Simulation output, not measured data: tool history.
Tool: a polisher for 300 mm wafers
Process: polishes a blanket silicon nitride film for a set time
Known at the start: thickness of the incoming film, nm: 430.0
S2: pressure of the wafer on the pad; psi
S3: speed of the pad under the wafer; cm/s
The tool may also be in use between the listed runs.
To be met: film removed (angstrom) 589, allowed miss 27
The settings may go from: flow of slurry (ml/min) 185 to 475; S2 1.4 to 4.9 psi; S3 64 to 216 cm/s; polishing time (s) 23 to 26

{"run": 1, "hour": 0.0, "flow of slurry (ml/min)": 305, "S2": 3.1, "S3": 140, "polishing time (s)": 26, "film removed (angstrom)": 472.44}
{"run": 2, "hour": 3.0, "flow of slurry (ml/min)": 305, "S2": 3.2, "S3": 140, "polishing time (s)": 26, "film removed (angstrom)": 475.24}
{"run": 3, "hour": 4.4, "flow of slurry (ml/min)": 305, "S2": 3.4, "S3": 140, "polishing time (s)": 26, "film removed (angstrom)": 517.47}
{"run": 4, "hour": 9.4, "flow of slurry (ml/min)": 305, "S2": 3.4, "S3": 140, "polishing time (s)": 26, "film removed (angstrom)": 515.03}
{"run": 5, "hour": 14.8, "flow of slurry (ml/min)": 305, "S2": 2.9, "S3": 140, "polishing time (s)": 26, "film removed (angstrom)": 429.77}
{"run": 6, "hour": 23.8, "flow of slurry (ml/min)": 305, "S2": 3.1, "S3": 140, "polishing time (s)": 26, "film removed (angstrom)": 482.04}
{"run": 7, "hour": 30.7, "flow of slurry (ml/min)": 305, "S2": 3.3, "S3": 140, "polishing time (s)": 26, "film removed (angstrom)": 494.46}
{"run": 8, "hour": 38.2, "flow of slurry (ml/min)": 305, "S2": 3.4, "S3": 140, "polishing time (s)": 26, "film removed (angstrom)": 512.97}
{"run": 9, "hour": 41.4, "flow of slurry (ml/min)": 305, "S2": 3.5, "S3": 140, "polishing time (s)": 26, "film removed (angstrom)": 530.56}
{"run": 10, "hour": 50.2, "flow of slurry (ml/min)": 305, "S2": 3.6, "S3": 140, "polishing time (s)": 26, "film removed (angstrom)": 542.62}
{"run": 11, "hour": 57.2, "flow of slurry (ml/min)": 305, "S2": 3.7, "S3": 140, "polishing time (s)": 26, "film removed (angstrom)": 552.97}

5 next moves are on the table. One of them brings every result within its allowed miss. Which?
{"run": "A", "hour": 64.2, "flow of slurry (ml/min)": 360, "S2": 4.9, "S3": 98, "polishing time (s)": 24, "film removed (angstrom)": "?"}
{"run": "B", "hour": 64.2, "flow of slurry (ml/min)": 295, "S2": 3.6, "S3": 148, "polishing time (s)": 23, "film removed (angstrom)": "?"}
{"run": "C", "hour": 64.2, "flow of slurry (ml/min)": 335, "S2": 4.8, "S3": 116, "polishing time (s)": 23, "film removed (angstrom)": "?"}
{"run": "D", "hour": 64.2, "flow of slurry (ml/min)": 245, "S2": 3.7, "S3": 158, "polishing time (s)": 23, "film removed (angstrom)": "?"}
{"run": "E", "hour": 64.2, "flow of slurry (ml/min)": 330, "S2": 4, "S3": 140, "polishing time (s)": 25, "film removed (angstrom)": "?"}

move=A film_removed_(angstrom)=510.6
move=B film_removed_(angstrom)=497.22
move=C film_removed_(angstrom)=546.4
move=D film_removed_(angstrom)=531.44
move=E film_removed_(angstrom)=576.99
A: further off than the last run
B: further off than the last run
C: further off than the last run
D: further off than the last run
E: meets every target
The right move is E.
